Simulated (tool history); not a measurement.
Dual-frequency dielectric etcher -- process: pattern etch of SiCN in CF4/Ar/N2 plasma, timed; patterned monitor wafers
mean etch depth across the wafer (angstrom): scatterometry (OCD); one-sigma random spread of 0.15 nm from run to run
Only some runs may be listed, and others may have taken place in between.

run    day  source power (kW)  bias power (kW)  Ar flow (sccm)  CF4 flow (sccm)  etch time (s)  mean etch depth across the wafer (angstrom)
  1      0                0.5            0.084              95               64             45                                       427.02
  2   0.25               0.47            0.084              95               64             45                                       401.61
  3  0.479               0.47            0.084             102               64             45                                       399.33
  4  0.562               0.47            0.084             111               64             45                                       397.73
  5  0.883               0.47            0.084             111               75             45                                       400.78
  6  1.175               0.46            0.084             111               75             45                                       398.06
  7  1.346               0.46            0.084             111               75             45                                       395.36

Run 8, settings as shown, results not yet in. Your forecast:
  8  1.533               0.45            0.084             111               75             45                                            ?

mean etch depth across the wafer (angstrom): 385.46
